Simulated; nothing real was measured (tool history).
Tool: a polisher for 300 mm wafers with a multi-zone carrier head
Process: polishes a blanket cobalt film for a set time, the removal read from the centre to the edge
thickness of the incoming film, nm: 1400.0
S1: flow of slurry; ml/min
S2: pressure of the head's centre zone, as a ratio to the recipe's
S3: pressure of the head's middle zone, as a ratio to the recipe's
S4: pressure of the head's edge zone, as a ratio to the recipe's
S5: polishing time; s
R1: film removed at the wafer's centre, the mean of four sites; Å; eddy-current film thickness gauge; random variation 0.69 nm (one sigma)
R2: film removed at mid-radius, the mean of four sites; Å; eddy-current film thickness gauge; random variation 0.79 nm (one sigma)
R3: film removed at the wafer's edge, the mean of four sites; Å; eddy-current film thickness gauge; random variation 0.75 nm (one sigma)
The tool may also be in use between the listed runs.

run,day,S1,S2,S3,S4,S5,R1,R2,R3
1,0.000,235,1.00,1.00,1.00,31,1756.40,1772.70,1746.90
2,0.238,235,1.00,0.92,1.00,31,1760.40,1668.80,1758.80
3,0.421,235,1.00,0.93,0.96,27,1523.70,1462.70,1478.00
4,0.658,235,0.99,0.93,0.93,25,1383.80,1323.60,1348.40
5,0.988,195,0.99,0.93,0.93,25,1373.40,1310.50,1333.70
6,1.342,195,0.99,0.93,0.93,17,935.04,896.85,900.01
7,1.458,195,0.99,0.93,0.93,17,929.22,883.73,910.98
8,1.579,225,1.00,0.95,0.92,17,964.61,926.06,920.91
9,1.729,245,1.01,0.97,0.92,17,974.53,949.87,901.89
10,1.783,260,1.01,0.98,0.93,17,981.51,964.67,930.65
11,1.929,275,1.02,0.99,0.93,17,1001.80,970.64,939.53
12,2.117,290,1.02,1.01,0.93,17,1021.00,981.65,941.69
13,2.408,300,1.02,1.03,0.93,17,1009.80,1006.60,940.46

The next listed run, before its measurement:
14,2.679,310,1.03,1.04,0.93,17,?,?,?

{"run 14": {"R1": 1031.8, "R2": 1031.1, "R3": 947.02}}
